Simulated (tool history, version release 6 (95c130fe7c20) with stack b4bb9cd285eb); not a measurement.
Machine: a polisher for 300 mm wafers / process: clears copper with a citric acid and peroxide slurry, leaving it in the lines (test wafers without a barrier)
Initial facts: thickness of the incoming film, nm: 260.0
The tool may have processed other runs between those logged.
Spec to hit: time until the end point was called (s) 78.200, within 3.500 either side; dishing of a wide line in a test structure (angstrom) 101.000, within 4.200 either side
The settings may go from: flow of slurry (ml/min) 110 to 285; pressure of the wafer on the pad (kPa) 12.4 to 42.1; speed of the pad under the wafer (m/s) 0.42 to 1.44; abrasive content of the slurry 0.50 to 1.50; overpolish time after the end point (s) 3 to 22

run,day,flow of slurry (ml/min),pressure of the wafer on the pad (kPa),speed of the pad under the wafer (m/s),abrasive content of the slurry,overpolish time after the end point (s),time until the end point was called (s),dishing of a wide line in a test structure (angstrom)
1,0.000,180,26.9,0.92,1.00,11,105.700,191.290
2,0.300,180,26.9,0.92,1.00,15,110.260,255.780
3,0.333,185,26.9,0.94,1.00,12,103.800,213.250
4,0.558,170,27.6,0.92,1.10,10,101.630,183.060
5,0.621,155,28.3,0.92,1.15,9,101.630,169.770
6,0.896,155,28.3,0.92,1.15,7,103.380,133.620
# day 1.129: worn pad replaced by a new one
7,1.129,190,33.8,0.96,1.15,3,71.373,85.640
8,1.342,180,33.8,0.96,1.15,3,71.874,85.558
9,1.692,170,33.8,0.96,1.15,3,72.716,84.212
10,1.992,165,33.1,0.98,1.20,3,72.822,83.889

Pick the move, out of 5, that brings all results within their allowed miss; only one does.
A,2.292,145,28.3,1.08,1.30,4,?,?
B,2.292,145,29.6,0.90,1.20,5,?,?
C,2.292,155,30.3,0.84,1.25,5,?,?
D,2.292,230,36.5,0.92,1.00,3,?,?
E,2.292,140,31.0,0.88,1.15,5,?,?

move,time until the end point was called (s),dishing of a wide line in a test structure (angstrom)
A,78.268,102.810
B,89.932,111.390
C,91.710,109.380
D,69.258,87.994
E,89.248,112.240
A: meets every target
B: carries the result that was furthest off beyond its target, to the other side
C: carries the result that was furthest off beyond its target, to the other side
D: nearer than the last run, and not there yet
E: carries the result that was furthest off beyond its target, to the other side
The move that meets every target is A.
